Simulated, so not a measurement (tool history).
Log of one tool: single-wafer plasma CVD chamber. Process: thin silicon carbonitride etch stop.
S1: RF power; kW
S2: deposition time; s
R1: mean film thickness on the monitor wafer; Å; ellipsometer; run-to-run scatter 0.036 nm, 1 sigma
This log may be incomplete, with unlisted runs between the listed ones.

run 1 hour=0.0 | S1=0.190 S2=20.2 | R1=108.04
run 2 hour=7.9 | S1=0.195 S2=20.4 | R1=110.33
run 3 hour=16.2 | S1=0.200 S2=20.6 | R1=112.49
run 4 hour=17.8 | S1=0.200 S2=18.4 | R1=100.49
run 5 hour=22.2 | S1=0.205 S2=18.8 | R1=103.74
run 6 hour=24.4 | S1=0.230 S2=18.8 | R1=109.22
run 7 hour=25.7 | S1=0.230 S2=19.1 | R1=110.90

Expected results for the next run?
run 8 hour=29.2 | S1=0.230 S2=19.3 | R1=?

{"run 8": {"R1": 111.95}}
